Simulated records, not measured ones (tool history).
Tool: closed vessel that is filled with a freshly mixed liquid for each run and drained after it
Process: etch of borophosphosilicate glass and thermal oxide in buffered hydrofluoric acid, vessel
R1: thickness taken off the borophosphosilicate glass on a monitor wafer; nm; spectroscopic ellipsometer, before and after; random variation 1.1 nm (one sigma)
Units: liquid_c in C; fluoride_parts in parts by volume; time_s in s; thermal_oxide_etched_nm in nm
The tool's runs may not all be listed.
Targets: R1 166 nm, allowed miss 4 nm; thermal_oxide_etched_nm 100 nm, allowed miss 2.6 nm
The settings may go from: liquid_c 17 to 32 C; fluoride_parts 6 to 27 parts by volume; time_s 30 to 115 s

Run 1, hour 0: liquid_c 24 C, fluoride_parts 16.5 parts by volume, time_s 60 s. Result: R1 70.522 nm, thermal_oxide_etched_nm 42.22 nm.
Run 2, hour 3.8: liquid_c 25.5 C, fluoride_parts 15 parts by volume, time_s 60 s. Result: R1 84.086 nm, thermal_oxide_etched_nm 50.349 nm.
Run 3, hour 7.8: liquid_c 27 C, fluoride_parts 14 parts by volume, time_s 60 s. Result: R1 96.435 nm, thermal_oxide_etched_nm 58.524 nm.
Run 4, hour 11.5: liquid_c 27 C, fluoride_parts 14 parts by volume, time_s 80 s. Result: R1 131.45 nm, thermal_oxide_etched_nm 77.621 nm.
Run 5, hour 14.7: liquid_c 27 C, fluoride_parts 14 parts by volume, time_s 90 s. Result: R1 145.84 nm, thermal_oxide_etched_nm 88.385 nm.
Run 6, hour 15.4: liquid_c 25 C, fluoride_parts 14 parts by volume, time_s 90 s. Result: R1 129.74 nm, thermal_oxide_etched_nm 79.165 nm.
Run 7, hour 22.3: liquid_c 26 C, fluoride_parts 14 parts by volume, time_s 90 s. Result: R1 137.9 nm, thermal_oxide_etched_nm 83.362 nm.
Run 8, hour 27.8: liquid_c 26.5 C, fluoride_parts 14 parts by volume, time_s 90 s. Result: R1 142.64 nm, thermal_oxide_etched_nm 85.479 nm.
Run 9, hour 33.7: liquid_c 27 C, fluoride_parts 14 parts by volume, time_s 90 s. Result: R1 145.93 nm, thermal_oxide_etched_nm 88.442 nm.
Run 10, hour 41.4: liquid_c 29.5 C, fluoride_parts 13.5 parts by volume, time_s 90 s. Result: R1 170.92 nm, thermal_oxide_etched_nm 103.89 nm.

4 next moves are on the table. One of them brings every result within its allowed miss. Which?
Run A, hour 49.1: liquid_c 32 C, fluoride_parts 11.5 parts by volume, time_s 70 s. Result: R1 ?, thermal_oxide_etched_nm ?.
Run B, hour 49.1: liquid_c 26.5 C, fluoride_parts 12.5 parts by volume, time_s 95 s. Result: R1 ?, thermal_oxide_etched_nm ?.
Run C, hour 49.1: liquid_c 20 C, fluoride_parts 8 parts by volume, time_s 95 s. Result: R1 ?, thermal_oxide_etched_nm ?.
Run D, hour 49.1: liquid_c 29.5 C, fluoride_parts 14 parts by volume, time_s 95 s. Result: R1 ?, thermal_oxide_etched_nm ?.

move      R1  thermal_oxide_etched_nm
   A   175.9                   107.28
   B  164.98                    100.4
   C  174.64                   105.48
   D  172.87                    105.4
A: further off than the last run
B: meets every target
C: further off than the last run
D: further off than the last run
The right move is B.
